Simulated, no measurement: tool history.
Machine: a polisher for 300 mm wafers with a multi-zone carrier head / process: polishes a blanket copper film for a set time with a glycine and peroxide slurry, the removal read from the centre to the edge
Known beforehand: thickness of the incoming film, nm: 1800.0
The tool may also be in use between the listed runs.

run  hour  flow of slurry (ml/min)  pressure of the head's centre zone  pressure of the head's middle zone  pressure of the head's edge zone  polishing time (s)  film removed at the wafer's centre (nm)  film removed at mid-radius (nm)  film removed at the wafer's edge (nm)
  1   0.0                      215                                1.00                                1.00                              1.00                  56                                   255.34                           252.36                                 254.57
  2   2.7                      215                                0.97                                1.00                              1.00                  56                                   242.69                           252.13                                 257.79
  3   5.0                      210                                0.97                                0.97                              0.99                  53                                   232.13                           228.69                                 242.05
  4   9.3                      210                                1.03                                0.97                              0.99                  53                                   248.75                           234.37                                 239.53
  5  12.5                      205                                1.01                                0.95                              0.97                  50                                   225.07                           218.66                                 220.02
  6  17.4                      205                                1.01                                0.95                              0.97                  45                                   205.36                           193.01                                 200.30
  7  25.5                      160                                0.91                                0.85                              0.93                  34                                   131.50                           126.53                                 145.21
  8  30.2                      175                                0.91                                0.85                              0.94                  34                                   133.27                           128.56                                 146.06

For run 9, what comes out?
  9  37.0                      185                                0.92                                0.85                              0.96                  34                                        ?                                ?                                      ?

film removed at the wafer's centre (nm): 137.40
film removed at mid-radius (nm): 129.96
film removed at the wafer's edge (nm): 149.57

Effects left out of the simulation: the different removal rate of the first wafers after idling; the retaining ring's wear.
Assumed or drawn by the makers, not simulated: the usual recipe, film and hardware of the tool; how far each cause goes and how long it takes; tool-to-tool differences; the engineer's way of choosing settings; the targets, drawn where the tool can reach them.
